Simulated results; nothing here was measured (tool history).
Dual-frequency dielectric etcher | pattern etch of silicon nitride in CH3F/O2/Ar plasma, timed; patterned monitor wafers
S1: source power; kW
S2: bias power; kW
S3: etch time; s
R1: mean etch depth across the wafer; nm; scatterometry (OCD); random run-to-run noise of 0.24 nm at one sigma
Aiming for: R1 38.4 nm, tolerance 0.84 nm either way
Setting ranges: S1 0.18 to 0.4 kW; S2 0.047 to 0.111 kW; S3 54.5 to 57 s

| run | day | S1 | S2 | S3 | R1 |
|---|---|---|---|---|---|
| 1 | 0 | 0.29 | 0.079 | 54.5 | 31.096 |
| 2 | 0.254 | 0.3 | 0.081 | 54.5 | 32.237 |
| 3 | 0.354 | 0.28 | 0.081 | 54.5 | 31.239 |
| 4 | 0.638 | 0.29 | 0.082 | 54.5 | 31.872 |
| 5 | 0.775 | 0.31 | 0.082 | 54.5 | 32.875 |
| 6 | 0.912 | 0.32 | 0.083 | 54.5 | 33.087 |
| 7 | 1.158 | 0.33 | 0.084 | 54.5 | 33.957 |
| 8 | 1.492 | 0.34 | 0.085 | 54.5 | 34.824 |
| 9 | 1.562 | 0.37 | 0.087 | 54.5 | 35.668 |
| 10 | 1.933 | 0.37 | 0.088 | 54.5 | 36.201 |
| 11 | 2.254 | 0.37 | 0.089 | 54.5 | 36.59 |
| 12 | 2.3 | 0.38 | 0.091 | 54.5 | 37.049 |

5 next moves are on the table. One of them brings every result within its allowed miss. Which?
| A | 2.346 | 0.4 | 0.095 | 57 | ? |
| B | 2.346 | 0.3 | 0.098 | 56.5 | ? |
| C | 2.346 | 0.4 | 0.096 | 56.5 | ? |
| D | 2.346 | 0.38 | 0.099 | 55 | ? |
| E | 2.346 | 0.4 | 0.094 | 57 | ? |

| move | R1 |
|---|---|
| A | 40.652 |
| B | 36.292 |
| C | 40.461 |
| D | 39.053 |
| E | 40.483 |
A: the result that was furthest off in the last run now lies on the other side of its target
B: the biggest miss grows against the last run
C: the result that was furthest off in the last run now lies on the other side of its target
D: every result within its allowed miss
E: the result that was furthest off in the last run now lies on the other side of its target
Answer: D

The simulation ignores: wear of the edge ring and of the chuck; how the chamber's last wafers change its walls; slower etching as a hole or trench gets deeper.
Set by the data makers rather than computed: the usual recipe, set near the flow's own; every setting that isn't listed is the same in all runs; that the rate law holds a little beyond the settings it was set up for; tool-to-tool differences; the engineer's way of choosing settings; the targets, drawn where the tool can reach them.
